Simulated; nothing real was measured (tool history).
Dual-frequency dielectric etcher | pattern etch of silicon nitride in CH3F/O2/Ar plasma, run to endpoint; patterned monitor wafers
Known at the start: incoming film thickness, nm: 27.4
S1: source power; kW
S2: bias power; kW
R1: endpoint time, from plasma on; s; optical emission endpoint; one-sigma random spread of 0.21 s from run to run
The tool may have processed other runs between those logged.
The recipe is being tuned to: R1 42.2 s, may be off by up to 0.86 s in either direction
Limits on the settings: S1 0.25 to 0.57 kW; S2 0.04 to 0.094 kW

Run 1, hour 0: S1 0.41 kW, S2 0.067 kW. Result: R1 37.906 s.
Run 2, hour 4.1: S1 0.41 kW, S2 0.062 kW. Result: R1 38.985 s.
Run 3, hour 13.1: S1 0.41 kW, S2 0.07 kW. Result: R1 37.294 s.
Run 4, hour 17.9: S1 0.41 kW, S2 0.082 kW. Result: R1 35.598 s.
Run 5, hour 19.5: S1 0.37 kW, S2 0.079 kW. Result: R1 37.04 s.
Run 6, hour 27.4: S1 0.37 kW, S2 0.073 kW. Result: R1 38.323 s.
Run 7, hour 35.2: S1 0.35 kW, S2 0.072 kW. Result: R1 39.143 s.
Run 8, hour 39.4: S1 0.33 kW, S2 0.071 kW. Result: R1 40.199 s.
Run 9, hour 47.1: S1 0.32 kW, S2 0.071 kW. Result: R1 40.903 s.
Run 10, hour 48.8: S1 0.31 kW, S2 0.071 kW. Result: R1 41.071 s.

Exactly one of the 4 candidate moves below puts every result within its allowed miss. Which one?
Run A, hour 50.5: S1 0.27 kW, S2 0.065 kW. Result: R1 ?.
Run B, hour 50.5: S1 0.32 kW, S2 0.065 kW. Result: R1 ?.
Run C, hour 50.5: S1 0.36 kW, S2 0.052 kW. Result: R1 ?.
Run D, hour 50.5: S1 0.28 kW, S2 0.065 kW. Result: R1 ?.

move      R1
   A  44.717
   B      42
   C  43.461
   D  44.123
A: pushes the last run's worst result past its target
B: all results in spec
C: pushes the last run's worst result past its target
D: pushes the last run's worst result past its target
So the answer is move B, the one that meets all the targets.
